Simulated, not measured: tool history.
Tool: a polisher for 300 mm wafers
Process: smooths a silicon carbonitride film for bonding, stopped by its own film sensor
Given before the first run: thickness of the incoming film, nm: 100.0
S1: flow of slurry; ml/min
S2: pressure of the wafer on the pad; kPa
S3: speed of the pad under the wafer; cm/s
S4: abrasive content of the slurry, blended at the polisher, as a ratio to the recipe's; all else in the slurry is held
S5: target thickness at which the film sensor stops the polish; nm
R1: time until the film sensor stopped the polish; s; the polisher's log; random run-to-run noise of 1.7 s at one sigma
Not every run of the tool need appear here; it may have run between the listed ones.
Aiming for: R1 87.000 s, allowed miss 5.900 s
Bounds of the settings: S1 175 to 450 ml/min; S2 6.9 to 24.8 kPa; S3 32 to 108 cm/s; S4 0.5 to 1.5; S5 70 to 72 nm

{"run": 1, "hour": 0.0, "S1": 290, "S2": 15.9, "S3": 70, "S4": 1.0, "S5": 72, "R1": 135.71}
{"run": 2, "hour": 6.2, "S1": 290, "S2": 15.9, "S3": 70, "S4": 1.0, "S5": 70, "R1": 139.89}
{"run": 3, "hour": 15.2, "S1": 290, "S2": 16.5, "S3": 70, "S4": 1.0, "S5": 70, "R1": 136.52}
{"run": 4, "hour": 16.7, "S1": 265, "S2": 16.5, "S3": 70, "S4": 1.0, "S5": 70, "R1": 136.55}
{"run": 5, "hour": 21.9, "S1": 265, "S2": 17.2, "S3": 70, "S4": 1.0, "S5": 70, "R1": 131.35}
{"run": 6, "hour": 28.6, "S1": 265, "S2": 17.9, "S3": 70, "S4": 1.0, "S5": 70, "R1": 127.67}
{"run": 7, "hour": 30.6, "S1": 265, "S2": 18.6, "S3": 70, "S4": 1.0, "S5": 70, "R1": 121.9}
{"run": 8, "hour": 38.3, "S1": 265, "S2": 19.3, "S3": 70, "S4": 1.0, "S5": 70, "R1": 115.38}
{"run": 9, "hour": 44.5, "S1": 265, "S2": 20.0, "S3": 70, "S4": 1.0, "S5": 70, "R1": 114.81}

Next run, 4 choices. One meets every target within its allowed miss, the rest don't. Which?
{"run": "A", "hour": 50.7, "S1": 250, "S2": 22.1, "S3": 76, "S4": 0.8, "S5": 70, "R1": "?"}
{"run": "B", "hour": 50.7, "S1": 205, "S2": 22.8, "S3": 76, "S4": 0.8, "S5": 70, "R1": "?"}
{"run": "C", "hour": 50.7, "S1": 275, "S2": 20.0, "S3": 70, "S4": 1.0, "S5": 70, "R1": "?"}
{"run": "D", "hour": 50.7, "S1": 300, "S2": 24.8, "S3": 82, "S4": 0.7, "S5": 71, "R1": "?"}

move=A R1=108.160
move=B R1=106.990
move=C R1=115.370
move=D R1=91.491
A: closes in on the targets versus the last run, not all within tolerance yet
B: closes in on the targets versus the last run, not all within tolerance yet
C: about as far from the targets as the last run
D: meets every target
D meets every target.
